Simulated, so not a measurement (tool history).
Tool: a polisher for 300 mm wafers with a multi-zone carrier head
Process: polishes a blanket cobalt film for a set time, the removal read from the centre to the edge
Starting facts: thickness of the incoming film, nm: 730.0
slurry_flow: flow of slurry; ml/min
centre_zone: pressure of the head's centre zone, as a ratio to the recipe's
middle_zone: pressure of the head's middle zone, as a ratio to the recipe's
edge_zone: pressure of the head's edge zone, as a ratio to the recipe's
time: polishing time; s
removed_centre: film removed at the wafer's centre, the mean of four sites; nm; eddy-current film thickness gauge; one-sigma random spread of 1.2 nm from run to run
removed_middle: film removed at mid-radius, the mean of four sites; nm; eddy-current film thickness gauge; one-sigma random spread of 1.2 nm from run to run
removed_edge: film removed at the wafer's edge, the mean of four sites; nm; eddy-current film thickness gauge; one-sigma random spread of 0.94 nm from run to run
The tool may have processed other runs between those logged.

Run 1, hour 0: slurry_flow 200 ml/min, centre_zone 1, middle_zone 1, edge_zone 1, time 44 s. Result: removed_centre 209.29 nm, removed_middle 220.69 nm, removed_edge 207.57 nm.
Run 2, hour 6.8: slurry_flow 200 ml/min, centre_zone 1, middle_zone 1, edge_zone 0.94, time 44 s. Result: removed_centre 210.13 nm, removed_middle 215.84 nm, removed_edge 201.6 nm.
Run 3, hour 9.5: slurry_flow 190 ml/min, centre_zone 0.98, middle_zone 0.96, edge_zone 0.92, time 41 s. Result: removed_centre 191.64 nm, removed_middle 196.37 nm, removed_edge 185.83 nm.
Run 4, hour 17.3: slurry_flow 220 ml/min, centre_zone 0.98, middle_zone 0.96, edge_zone 0.92, time 41 s. Result: removed_centre 193.1 nm, removed_middle 200.21 nm, removed_edge 190.17 nm.
Run 5, hour 20.4: slurry_flow 205 ml/min, centre_zone 0.97, middle_zone 0.92, edge_zone 0.91, time 38 s. Result: removed_centre 179.5 nm, removed_middle 177.49 nm, removed_edge 171.9 nm.
Run 6, hour 23.5: slurry_flow 190 ml/min, centre_zone 0.95, middle_zone 0.89, edge_zone 0.92, time 36 s. Result: removed_centre 164.33 nm, removed_middle 166.11 nm, removed_edge 163.48 nm.
Run 7, hour 26.1: slurry_flow 185 ml/min, centre_zone 0.96, middle_zone 0.87, edge_zone 0.93, time 35 s. Result: removed_centre 159.45 nm, removed_middle 155.83 nm, removed_edge 159.37 nm.
Run 8, hour 27.7: slurry_flow 175 ml/min, centre_zone 0.96, middle_zone 0.86, edge_zone 0.92, time 34 s. Result: removed_centre 154.35 nm, removed_middle 151.1 nm, removed_edge 151.96 nm.
Run 9, hour 29.1: slurry_flow 165 ml/min, centre_zone 0.96, middle_zone 0.85, edge_zone 0.93, time 33 s. Result: removed_centre 146.69 nm, removed_middle 141.49 nm, removed_edge 147.5 nm.

Forecast run 10:
Run 10, hour 37.9: slurry_flow 165 ml/min, centre_zone 0.96, middle_zone 0.85, edge_zone 0.93, time 33 s. Result: removed_centre ?, removed_middle ?, removed_edge ?.

For run 10 the tool returned removed_centre 147.3 nm, removed_middle 144 nm, removed_edge 147.16 nm.
